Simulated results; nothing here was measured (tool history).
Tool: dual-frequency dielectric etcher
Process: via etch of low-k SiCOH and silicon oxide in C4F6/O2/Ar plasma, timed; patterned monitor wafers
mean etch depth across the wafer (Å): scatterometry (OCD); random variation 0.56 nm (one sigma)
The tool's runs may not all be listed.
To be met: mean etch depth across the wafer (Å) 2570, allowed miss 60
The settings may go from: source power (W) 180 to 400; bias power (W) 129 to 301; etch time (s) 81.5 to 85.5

run  hour  source power (W)  bias power (W)  etch time (s)  mean etch depth across the wafer (Å)
  1     0               290             215           81.5                                2215.8
  2   7.9               270             215           81.5                                2146.7
  3  11.7               270             245           81.5                                2252.7
  4  16.3               280             247           81.5                                2298.2
  5  21.5               280             247           85.5                                  2413
  6  24.3               280             247           85.5                                2412.2
  7  31.7               280             248           85.5                                2417.2
  8  36.2               280             249           85.5                                2419.7
  9  39.1               280             250           85.5                                2425.2
 10  47.7               280             251           85.5                                2430.9

4 next moves are on the table. One of them brings every result within its allowed miss. Which?
  A  56.3               320             275             82                                     ?
  B  56.3               340             272           85.5                                     ?
  C  56.3               320             284           85.5                                     ?
  D  56.3               340             270           85.5                                     ?

move  mean etch depth across the wafer (Å)
   A                                2555.6
   B                                2723.5
   C                                2698.8
   D                                2715.6
A: meets every target
B: takes the result that was furthest off past its target
C: takes the result that was furthest off past its target
D: takes the result that was furthest off past its target
Move A is the one to make.
